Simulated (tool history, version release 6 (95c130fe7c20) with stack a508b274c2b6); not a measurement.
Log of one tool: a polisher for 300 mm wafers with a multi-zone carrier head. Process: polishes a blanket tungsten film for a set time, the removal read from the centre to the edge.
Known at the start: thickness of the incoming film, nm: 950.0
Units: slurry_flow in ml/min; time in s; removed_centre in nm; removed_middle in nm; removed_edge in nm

run	day	slurry_flow	centre_zone	middle_zone	edge_zone	slurry_solids	time	removed_centre	removed_middle	removed_edge
1	0.000	255	1.00	1.00	1.00	1.00	54	323.54	325.63	329.43
2	0.054	250	1.02	1.01	0.96	1.00	54	333.75	329.00	327.88
3	0.375	250	1.03	1.03	0.92	0.95	54	335.11	333.71	320.99
4	0.638	250	1.03	1.03	0.92	0.95	42	260.57	259.66	248.30
5	0.921	250	1.03	1.03	0.92	1.15	42	269.42	265.20	256.25
6	1.221	265	1.07	1.07	0.96	1.25	42	286.87	277.50	267.35

Forecast run 7:
7	1.283	280	1.09	1.11	0.98	1.35	43	?	?	?

{"run 7": {"removed_centre": 304.62, "removed_middle": 300.19, "removed_edge": 280.72}}
